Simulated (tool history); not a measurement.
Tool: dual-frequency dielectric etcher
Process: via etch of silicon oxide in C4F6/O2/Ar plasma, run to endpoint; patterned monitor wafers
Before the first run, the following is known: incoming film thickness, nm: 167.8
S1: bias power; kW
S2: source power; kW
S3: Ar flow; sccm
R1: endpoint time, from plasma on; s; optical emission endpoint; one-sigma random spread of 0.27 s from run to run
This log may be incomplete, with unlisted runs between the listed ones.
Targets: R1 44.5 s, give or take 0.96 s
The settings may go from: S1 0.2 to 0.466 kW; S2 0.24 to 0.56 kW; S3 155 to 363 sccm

run,hour,S1,S2,S3,R1
1,0,0.333,0.4,259,39.396
2,6.6,0.308,0.39,260,40.972
3,13.1,0.308,0.39,287,41.465
4,18.8,0.308,0.42,287,40.711
5,23.2,0.308,0.42,325,41.339
6,30.2,0.293,0.42,326,42.137
7,31.9,0.282,0.42,327,42.372
8,39.1,0.272,0.42,328,43.607
9,39.8,0.269,0.42,328,42.876

4 next moves are on the table. One of them brings every result within its allowed miss. Which?
A,40.5,0.2,0.48,363,?
B,40.5,0.269,0.35,303,?
C,40.5,0.265,0.47,315,?
D,40.5,0.295,0.43,322,?

move,R1
A,46.94
B,44.649
C,42.335
D,41.678
A: pushes the last run's worst result past its target
B: hits every target within its allowed miss
C: moves away from the targets compared with the last run
D: moves away from the targets compared with the last run
Correct choice: B, which meets every target
